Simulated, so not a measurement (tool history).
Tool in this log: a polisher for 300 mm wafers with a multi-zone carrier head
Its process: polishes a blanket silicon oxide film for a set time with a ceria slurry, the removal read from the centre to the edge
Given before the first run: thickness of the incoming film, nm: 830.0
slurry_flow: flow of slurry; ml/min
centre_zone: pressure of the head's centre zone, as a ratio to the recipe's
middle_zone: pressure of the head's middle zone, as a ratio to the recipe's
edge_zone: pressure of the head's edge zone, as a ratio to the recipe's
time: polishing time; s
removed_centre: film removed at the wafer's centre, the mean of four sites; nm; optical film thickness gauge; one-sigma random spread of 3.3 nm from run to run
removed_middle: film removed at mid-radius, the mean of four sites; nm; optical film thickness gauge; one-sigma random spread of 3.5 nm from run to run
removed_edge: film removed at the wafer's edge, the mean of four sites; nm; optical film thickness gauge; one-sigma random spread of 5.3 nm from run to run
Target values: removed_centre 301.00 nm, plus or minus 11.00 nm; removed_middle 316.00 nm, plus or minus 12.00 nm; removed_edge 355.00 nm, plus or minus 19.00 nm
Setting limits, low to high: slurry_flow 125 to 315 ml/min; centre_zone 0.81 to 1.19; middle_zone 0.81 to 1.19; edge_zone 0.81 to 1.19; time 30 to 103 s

run,hour,slurry_flow,centre_zone,middle_zone,edge_zone,time,removed_centre,removed_middle,removed_edge
1,0.0,205,1.00,1.00,1.00,66,248.47,251.20,238.41
2,0.7,205,1.00,1.06,1.00,66,245.16,259.63,250.38
3,6.1,205,1.00,1.14,1.00,66,245.64,273.86,239.62
4,8.0,205,0.99,1.10,1.04,69,259.71,273.06,263.84
5,15.8,165,0.99,1.10,1.04,69,252.28,273.67,257.21
6,24.6,165,0.99,1.10,1.10,69,255.73,273.24,262.71
7,25.2,175,0.89,1.00,1.19,87,284.59,321.53,354.03
8,30.8,175,0.90,0.99,1.19,87,289.36,314.76,346.54

Exactly one of the 4 candidate moves below puts every result within its allowed miss. Which one?
A,36.4,170,0.89,1.07,1.18,82,?,?,?
B,36.4,205,0.97,0.99,1.09,82,?,?,?
C,36.4,175,0.91,0.96,1.19,89,?,?,?
D,36.4,175,0.88,0.97,1.19,87,?,?,?

move,removed_centre,removed_middle,removed_edge
A,269.88,319.67,322.04
B,301.52,305.83,315.14
C,300.52,317.62,352.43
D,284.02,313.24,344.47
A: moves away from the targets compared with the last run
B: meets the target for the result that was furthest off, but another lies outside its allowed miss
C: hits every target within its allowed miss
D: moves away from the targets compared with the last run
The right move is C.

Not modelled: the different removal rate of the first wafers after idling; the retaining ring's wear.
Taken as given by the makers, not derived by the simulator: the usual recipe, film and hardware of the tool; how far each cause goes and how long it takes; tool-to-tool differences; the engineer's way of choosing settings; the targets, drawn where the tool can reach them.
